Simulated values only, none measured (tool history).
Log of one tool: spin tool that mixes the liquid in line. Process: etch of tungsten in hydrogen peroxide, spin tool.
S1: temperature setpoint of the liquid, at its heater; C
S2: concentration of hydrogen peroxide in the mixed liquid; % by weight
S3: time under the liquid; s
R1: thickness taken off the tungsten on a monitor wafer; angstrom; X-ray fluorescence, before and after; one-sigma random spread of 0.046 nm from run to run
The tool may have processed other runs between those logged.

run,hour,S1,S2,S3,R1
1,0,45,24,15,176.67
2,5.4,42,22.5,15,140.21
3,7.5,39.5,21.5,15,117.46
4,13.3,45.5,21.5,15,170.2
5,21.9,50.5,21.5,15,234.42
6,29.4,50.5,21.5,15,231.64
7,35.2,50.5,21.5,15,234.39
8,40.7,46,20.5,15,174.48

Run 9 has not been measured yet. What should we expect?
9,42.2,42.5,19.5,15,?

R1: 134.84 angstrom
